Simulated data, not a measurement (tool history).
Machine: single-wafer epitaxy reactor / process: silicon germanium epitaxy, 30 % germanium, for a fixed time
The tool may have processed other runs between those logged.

| run | day | wafer temperature setpoint (pyrometer-controlled) (deg C) | chamber pressure (mTorr) | mean film thickness on the monitor wafer (nm) |
|---|---|---|---|---|
| 1 | 0.000 | 585 | 17400 | 42.210 |
| 2 | 0.096 | 581 | 17300 | 39.550 |
| 3 | 0.196 | 581 | 15300 | 37.721 |
| 4 | 0.354 | 578 | 15300 | 35.616 |
| 5 | 0.712 | 576 | 15300 | 34.475 |
| 6 | 0.933 | 574 | 15300 | 33.687 |
| 7 | 1.179 | 572 | 15300 | 32.513 |

For run 8, what comes out?
| 8 | 1.217 | 571 | 15300 | ? |

{"run 8": {"mean film thickness on the monitor wafer (nm)": 31.506}}
